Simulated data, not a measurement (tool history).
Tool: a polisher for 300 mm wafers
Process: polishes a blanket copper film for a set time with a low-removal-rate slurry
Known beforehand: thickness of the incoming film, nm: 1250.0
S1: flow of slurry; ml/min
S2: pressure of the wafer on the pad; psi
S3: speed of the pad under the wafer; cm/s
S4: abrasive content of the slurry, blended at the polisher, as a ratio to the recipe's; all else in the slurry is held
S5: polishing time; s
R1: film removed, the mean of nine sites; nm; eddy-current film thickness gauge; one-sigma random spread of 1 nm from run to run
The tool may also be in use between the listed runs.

Run 1, hour 0: S1 180 ml/min, S2 2.1 psi, S3 140 cm/s, S4 1, S5 47 s. Result: R1 128.51 nm.
Run 2, hour 6.2: S1 190 ml/min, S2 2.2 psi, S3 140 cm/s, S4 1, S5 47 s. Result: R1 134.51 nm.
Run 3, hour 14: S1 190 ml/min, S2 2.2 psi, S3 140 cm/s, S4 1.15, S5 47 s. Result: R1 141.59 nm.
Run 4, hour 16.4: S1 190 ml/min, S2 2.2 psi, S3 140 cm/s, S4 1.15, S5 47 s. Result: R1 139.1 nm.
Run 5, hour 20.1: S1 175 ml/min, S2 2.2 psi, S3 140 cm/s, S4 1.15, S5 47 s. Result: R1 138.12 nm.
Run 6, hour 27.2: S1 205 ml/min, S2 2.2 psi, S3 140 cm/s, S4 1.15, S5 47 s. Result: R1 141.11 nm.
Run 7, hour 32.7: S1 210 ml/min, S2 2.3 psi, S3 140 cm/s, S4 1.15, S5 47 s. Result: R1 149.4 nm.
At hour 35.3: slurry nozzle cleaned.
Run 8, hour 35.3: S1 215 ml/min, S2 2.3 psi, S3 140 cm/s, S4 1.15, S5 47 s. Result: R1 158.57 nm.
Run 9, hour 43.9: S1 220 ml/min, S2 2.3 psi, S3 140 cm/s, S4 1.15, S5 47 s. Result: R1 156.97 nm.
Run 10, hour 50.5: S1 225 ml/min, S2 2.3 psi, S3 140 cm/s, S4 1.15, S5 47 s. Result: R1 157.24 nm.

Run 11 comes next. What will it give?
Run 11, hour 59: S1 230 ml/min, S2 2.3 psi, S3 140 cm/s, S4 1.15, S5 47 s. Result: R1 ?.

Run 11 came out at R1 158.68 nm.
